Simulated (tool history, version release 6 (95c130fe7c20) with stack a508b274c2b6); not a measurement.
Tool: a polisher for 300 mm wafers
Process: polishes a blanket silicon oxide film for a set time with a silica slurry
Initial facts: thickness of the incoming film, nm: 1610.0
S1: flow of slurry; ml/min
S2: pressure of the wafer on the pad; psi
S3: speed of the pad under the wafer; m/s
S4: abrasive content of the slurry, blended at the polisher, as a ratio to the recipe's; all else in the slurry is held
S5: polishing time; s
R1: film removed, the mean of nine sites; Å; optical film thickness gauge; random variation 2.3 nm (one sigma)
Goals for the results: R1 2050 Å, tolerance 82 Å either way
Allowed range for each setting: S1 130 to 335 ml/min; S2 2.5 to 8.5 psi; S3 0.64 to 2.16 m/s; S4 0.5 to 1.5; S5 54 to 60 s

run  hour   S1   S2    S3  S4  S5      R1
  1     0  215  5.5   1.4   1  60  3225.8
  2   1.9  215  5.5   1.4   1  60  3223.7
  3     6  215  5.5  1.54   1  60  3445.2
  4   7.7  215  5.5  1.38   1  60  3223.2
  5  10.2  215  5.5  1.38   1  60  3217.6
  6  17.7  215  5.1  1.38   1  60  3009.4
  7  25.2  215  4.7  1.36   1  60  2697.2
  8  32.5  215  4.5  1.36   1  60  2576.9
  9  39.7  210  3.1  1.34   1  60  1797.8
 10  43.9  215  3.2  1.34   1  60  1846.9
 11  49.2  215  3.3  1.34   1  60  1892.4

Exactly one of the 4 candidate moves below puts every result within its allowed miss. Which one?
  A  54.5  250  3.4  1.64  0.95  55   ?
  B  54.5  185  3.3  1.26     1  54   ?
  C  54.5  240  2.5  1.48   1.1  60   ?
  D  54.5  220  3.4  1.22     1  56   ?

move      R1
   A  2049.1
   B  1576.6
   C  1689.4
   D  1680.9
A: each result inside its tolerance
B: lands further from the targets than the last run did
C: lands further from the targets than the last run did
D: lands further from the targets than the last run did
A is the move that brings every result within its allowed miss.
